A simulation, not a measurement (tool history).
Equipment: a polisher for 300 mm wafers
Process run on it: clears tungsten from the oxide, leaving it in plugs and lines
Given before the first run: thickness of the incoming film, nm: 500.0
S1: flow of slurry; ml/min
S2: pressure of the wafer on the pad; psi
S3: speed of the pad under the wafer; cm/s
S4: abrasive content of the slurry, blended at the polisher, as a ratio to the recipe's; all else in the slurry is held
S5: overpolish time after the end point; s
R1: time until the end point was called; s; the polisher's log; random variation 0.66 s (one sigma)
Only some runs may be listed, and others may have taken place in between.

run 1 hour=0 | S1=260 S2=4.6 S3=120 S4=1 S5=7 | R1=79.462
run 2 hour=1.4 | S1=260 S2=5.1 S3=120 S4=1 S5=7 | R1=74.618
run 3 hour=3.6 | S1=320 S2=5.1 S3=120 S4=1 S5=7 | R1=71.958
run 4 hour=5.2 | S1=320 S2=5.5 S3=120 S4=1 S5=7 | R1=66.694
run 5 hour=11.5 | S1=290 S2=5.5 S3=120 S4=1 S5=7 | R1=67.684
run 6 hour=18.3 | S1=290 S2=5.9 S3=120 S4=1 S5=7 | R1=63.385

Forecast run 7:
run 7 hour=22.1 | S1=290 S2=6.2 S3=120 S4=1 S5=7 | R1=?

{"run 7": {"R1": 61.723}}
